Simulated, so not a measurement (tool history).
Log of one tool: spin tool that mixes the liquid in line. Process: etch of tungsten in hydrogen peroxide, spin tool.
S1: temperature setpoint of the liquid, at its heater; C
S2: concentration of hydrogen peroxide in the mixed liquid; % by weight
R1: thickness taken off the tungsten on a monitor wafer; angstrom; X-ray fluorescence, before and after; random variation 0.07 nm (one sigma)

{"run": 1, "hour": 0.0, "S1": 49, "S2": 15.5, "time under the liquid (s)": 15, "R1": 156.21}
{"run": 2, "hour": 8.7, "S1": 49, "S2": 15.5, "time under the liquid (s)": 15, "R1": 158.59}
{"run": 3, "hour": 12.0, "S1": 49, "S2": 15.5, "time under the liquid (s)": 15, "R1": 158.79}
{"run": 4, "hour": 18.6, "S1": 49, "S2": 15.5, "time under the liquid (s)": 15, "R1": 160.57}
{"run": 5, "hour": 25.8, "S1": 49, "S2": 15.5, "time under the liquid (s)": 15, "R1": 159.07}
{"run": 6, "hour": 34.2, "S1": 46.5, "S2": 15.5, "time under the liquid (s)": 15, "R1": 136.54}

Forecast run 7:
{"run": 7, "hour": 37.2, "S1": 44.5, "S2": 15.5, "time under the liquid (s)": 15, "R1": "?"}

R1: 121.14 angstrom
